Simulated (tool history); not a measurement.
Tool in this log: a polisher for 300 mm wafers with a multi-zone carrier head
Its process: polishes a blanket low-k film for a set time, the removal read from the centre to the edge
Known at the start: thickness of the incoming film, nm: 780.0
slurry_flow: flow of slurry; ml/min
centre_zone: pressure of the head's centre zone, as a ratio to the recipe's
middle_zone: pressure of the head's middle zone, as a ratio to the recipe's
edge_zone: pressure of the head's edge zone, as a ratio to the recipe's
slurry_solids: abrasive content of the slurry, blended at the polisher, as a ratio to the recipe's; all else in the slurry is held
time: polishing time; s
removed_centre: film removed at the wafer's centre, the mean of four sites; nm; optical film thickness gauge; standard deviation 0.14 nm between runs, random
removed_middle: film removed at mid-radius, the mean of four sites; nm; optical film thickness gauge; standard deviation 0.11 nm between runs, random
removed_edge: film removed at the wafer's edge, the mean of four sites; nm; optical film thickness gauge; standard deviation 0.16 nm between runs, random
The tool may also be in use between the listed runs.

Run 1, hour 0: slurry_flow 260 ml/min, centre_zone 1, middle_zone 1, edge_zone 1, slurry_solids 1, time 36 s. Result: removed_centre 14.367 nm, removed_middle 14.294 nm, removed_edge 14.462 nm.
Run 2, hour 5.2: slurry_flow 260 ml/min, centre_zone 1, middle_zone 0.95, edge_zone 1, slurry_solids 1, time 36 s. Result: removed_centre 14.548 nm, removed_middle 13.536 nm, removed_edge 14.55 nm.
Run 3, hour 7.3: slurry_flow 255 ml/min, centre_zone 1.01, middle_zone 0.91, edge_zone 0.97, slurry_solids 0.9, time 36 s. Result: removed_centre 13.982 nm, removed_middle 12.572 nm, removed_edge 13.906 nm.
Run 4, hour 12.5: slurry_flow 255 ml/min, centre_zone 1.01, middle_zone 0.96, edge_zone 0.97, slurry_solids 0.9, time 36 s. Result: removed_centre 14.164 nm, removed_middle 13.363 nm, removed_edge 14.334 nm.
Run 5, hour 20.2: slurry_flow 275 ml/min, centre_zone 1.05, middle_zone 0.95, edge_zone 0.96, slurry_solids 0.8, time 34 s. Result: removed_centre 13.652 nm, removed_middle 12.436 nm, removed_edge 12.785 nm.
Run 6, hour 21.5: slurry_flow 275 ml/min, centre_zone 1.06, middle_zone 0.91, edge_zone 0.96, slurry_solids 0.75, time 34 s. Result: removed_centre 12.952 nm, removed_middle 11.505 nm, removed_edge 12.594 nm.
Run 7, hour 25.3: slurry_flow 270 ml/min, centre_zone 1.08, middle_zone 0.88, edge_zone 0.94, slurry_solids 0.75, time 34 s. Result: removed_centre 13.152 nm, removed_middle 11.302 nm, removed_edge 12.427 nm.
Run 8, hour 31.4: slurry_flow 265 ml/min, centre_zone 1.1, middle_zone 0.86, edge_zone 0.94, slurry_solids 0.75, time 34 s. Result: removed_centre 13.326 nm, removed_middle 11.094 nm, removed_edge 12.465 nm.
Run 9, hour 32.9: slurry_flow 260 ml/min, centre_zone 1.12, middle_zone 0.84, edge_zone 0.93, slurry_solids 0.75, time 34 s. Result: removed_centre 13.39 nm, removed_middle 10.834 nm, removed_edge 12.72 nm.

Run 10, settings as shown, results not yet in. Your forecast:
Run 10, hour 33.9: slurry_flow 260 ml/min, centre_zone 1.12, middle_zone 0.84, edge_zone 0.93, slurry_solids 0.75, time 34 s. Result: removed_centre ?, removed_middle ?, removed_edge ?.

Run 10 yielded removed_centre 13.618 nm, removed_middle 10.745 nm, removed_edge 12.425 nm.
